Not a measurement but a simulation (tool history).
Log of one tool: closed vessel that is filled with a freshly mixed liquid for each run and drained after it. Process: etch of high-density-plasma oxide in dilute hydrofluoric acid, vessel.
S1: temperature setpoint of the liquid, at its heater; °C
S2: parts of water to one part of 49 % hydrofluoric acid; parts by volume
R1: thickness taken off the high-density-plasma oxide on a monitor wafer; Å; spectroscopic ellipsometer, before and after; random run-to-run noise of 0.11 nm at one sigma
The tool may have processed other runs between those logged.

Run 1, hour 0.0: S1 22.0 °C, S2 275 parts by volume, time in the liquid (s) 640. Result: R1 87.610 Å.
Run 2, hour 4.8: S1 22.0 °C, S2 275 parts by volume, time in the liquid (s) 685. Result: R1 93.164 Å.
Run 3, hour 10.9: S1 23.0 °C, S2 260 parts by volume, time in the liquid (s) 685. Result: R1 104.910 Å.
Run 4, hour 19.2: S1 23.0 °C, S2 260 parts by volume, time in the liquid (s) 685. Result: R1 103.300 Å.
Run 5, hour 27.0: S1 20.5 °C, S2 260 parts by volume, time in the liquid (s) 685. Result: R1 94.569 Å.
Run 6, hour 32.1: S1 20.5 °C, S2 345 parts by volume, time in the liquid (s) 685. Result: R1 65.905 Å.
Run 7, hour 35.0: S1 21.5 °C, S2 320 parts by volume, time in the liquid (s) 685. Result: R1 75.439 Å.
Run 8, hour 37.0: S1 22.5 °C, S2 295 parts by volume, time in the liquid (s) 685. Result: R1 87.306 Å.
Run 9, hour 43.5: S1 23.5 °C, S2 275 parts by volume, time in the liquid (s) 685. Result: R1 97.868 Å.
Run 10, hour 52.2: S1 24.5 °C, S2 255 parts by volume, time in the liquid (s) 685. Result: R1 112.750 Å.
Run 11, hour 60.3: S1 25.0 °C, S2 240 parts by volume, time in the liquid (s) 685. Result: R1 123.250 Å.

Run 12, settings as shown, results not yet in. Your forecast:
Run 12, hour 62.2: S1 29.0 °C, S2 130 parts by volume, time in the liquid (s) 685. Result: R1 ?.

{"run 12": {"R1": 300.79}}
